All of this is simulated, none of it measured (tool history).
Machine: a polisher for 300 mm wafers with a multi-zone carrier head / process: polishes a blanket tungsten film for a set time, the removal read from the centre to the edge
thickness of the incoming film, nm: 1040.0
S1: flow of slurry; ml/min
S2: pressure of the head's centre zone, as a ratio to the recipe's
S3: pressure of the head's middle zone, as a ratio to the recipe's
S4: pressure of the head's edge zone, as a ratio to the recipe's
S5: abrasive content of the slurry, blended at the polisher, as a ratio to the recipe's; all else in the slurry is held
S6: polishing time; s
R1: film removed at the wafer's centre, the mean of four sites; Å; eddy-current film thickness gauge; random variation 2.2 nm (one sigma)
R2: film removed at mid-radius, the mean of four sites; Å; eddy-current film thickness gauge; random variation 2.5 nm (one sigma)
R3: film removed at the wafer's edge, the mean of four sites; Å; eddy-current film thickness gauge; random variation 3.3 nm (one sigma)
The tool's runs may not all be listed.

Run 1, hour 0: S1 195 ml/min, S2 1, S3 1, S4 1, S5 1, S6 58 s. Result: R1 1963.9 Å, R2 1946.3 Å, R3 1934.3 Å.
Run 2, hour 2.6: S1 195 ml/min, S2 1, S3 1, S4 1, S5 1.15, S6 58 s. Result: R1 1970.6 Å, R2 2025.7 Å, R3 2001 Å.
Run 3, hour 6.8: S1 195 ml/min, S2 0.97, S3 1, S4 1, S5 1.15, S6 58 s. Result: R1 1958.2 Å, R2 1980.7 Å, R3 1974.8 Å.
Run 4, hour 13.2: S1 170 ml/min, S2 0.97, S3 1, S4 1, S5 1.15, S6 58 s. Result: R1 1901.5 Å, R2 1948.7 Å, R3 1907.6 Å.
Run 5, hour 15.1: S1 170 ml/min, S2 0.97, S3 1, S4 1, S5 1.15, S6 64 s. Result: R1 2095.6 Å, R2 2143 Å, R3 2111.4 Å.
Run 6, hour 18.3: S1 170 ml/min, S2 0.97, S3 1, S4 1, S5 1.15, S6 77 s. Result: R1 2496.8 Å, R2 2585.7 Å, R3 2582.9 Å.
Run 7, hour 22.2: S1 170 ml/min, S2 0.98, S3 0.99, S4 1, S5 1.15, S6 77 s. Result: R1 2537.7 Å, R2 2576.1 Å, R3 2618.1 Å.
Run 8, hour 26.1: S1 170 ml/min, S2 0.99, S3 0.98, S4 0.99, S5 1.15, S6 77 s. Result: R1 2529.6 Å, R2 2587.4 Å, R3 2509.2 Å.

Run 9 is up next; what results do you expect?
Run 9, hour 27.7: S1 175 ml/min, S2 1, S3 0.96, S4 1, S5 1.15, S6 77 s. Result: R1 ?, R2 ?, R3 ?.

R1: 2593.9 Å
R2: 2540.8 Å
R3: 2590 Å

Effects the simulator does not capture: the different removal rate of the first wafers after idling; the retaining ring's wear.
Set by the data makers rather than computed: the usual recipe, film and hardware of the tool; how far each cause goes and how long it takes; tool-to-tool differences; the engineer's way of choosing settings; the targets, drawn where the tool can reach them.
